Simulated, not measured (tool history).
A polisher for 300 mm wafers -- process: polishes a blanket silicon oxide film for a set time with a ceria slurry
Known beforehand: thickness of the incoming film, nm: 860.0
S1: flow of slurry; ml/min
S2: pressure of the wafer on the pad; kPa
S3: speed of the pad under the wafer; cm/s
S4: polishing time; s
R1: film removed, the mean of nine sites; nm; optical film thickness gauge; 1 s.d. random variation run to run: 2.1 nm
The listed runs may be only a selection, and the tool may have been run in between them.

Run 1, hour 0.0: S1 245 ml/min, S2 28.3 kPa, S3 92 cm/s, S4 35 s. Result: R1 140.48 nm.
Run 2, hour 8.2: S1 245 ml/min, S2 31.7 kPa, S3 92 cm/s, S4 35 s. Result: R1 159.73 nm.
Run 3, hour 9.3: S1 245 ml/min, S2 34.5 kPa, S3 92 cm/s, S4 35 s. Result: R1 170.04 nm.
Run 4, hour 11.5: S1 245 ml/min, S2 34.5 kPa, S3 92 cm/s, S4 31 s. Result: R1 153.15 nm.
Run 5, hour 13.8: S1 245 ml/min, S2 36.5 kPa, S3 96 cm/s, S4 31 s. Result: R1 166.13 nm.
Run 6, hour 15.8: S1 245 ml/min, S2 36.5 kPa, S3 96 cm/s, S4 35 s. Result: R1 185.40 nm.
Run 7, hour 17.8: S1 250 ml/min, S2 37.9 kPa, S3 98 cm/s, S4 35 s. Result: R1 197.68 nm.
Run 8, hour 19.9: S1 255 ml/min, S2 39.3 kPa, S3 100 cm/s, S4 35 s. Result: R1 209.00 nm.
Run 9, hour 20.6: S1 260 ml/min, S2 40.0 kPa, S3 100 cm/s, S4 35 s. Result: R1 216.28 nm.

Estimate the outcome of run 10 from the log above:
Run 10, hour 23.6: S1 275 ml/min, S2 40.7 kPa, S3 100 cm/s, S4 35 s. Result: R1 ?.

Run 10 measured R1 219.67 nm.
